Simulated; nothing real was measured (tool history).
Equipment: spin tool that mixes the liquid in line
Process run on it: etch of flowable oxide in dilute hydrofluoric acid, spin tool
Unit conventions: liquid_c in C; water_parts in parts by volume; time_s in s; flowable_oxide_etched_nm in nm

run 1 hour=0.0 | liquid_c=25.0 water_parts=135 time_s=55 | flowable_oxide_etched_nm=10.1280
run 2 hour=6.8 | liquid_c=25.0 water_parts=170 time_s=55 | flowable_oxide_etched_nm=7.7557
run 3 hour=11.1 | liquid_c=26.5 water_parts=155 time_s=55 | flowable_oxide_etched_nm=9.1358
run 4 hour=16.0 | liquid_c=26.5 water_parts=155 time_s=60 | flowable_oxide_etched_nm=9.9403
run 5 hour=16.8 | liquid_c=28.0 water_parts=155 time_s=60 | flowable_oxide_etched_nm=10.5740
run 6 hour=22.6 | liquid_c=29.0 water_parts=145 time_s=60 | flowable_oxide_etched_nm=11.9460

The next listed run, before its measurement:
run 7 hour=25.3 | liquid_c=29.5 water_parts=135 time_s=60 | flowable_oxide_etched_nm=?

{"run 7": {"flowable_oxide_etched_nm": 13.138}}
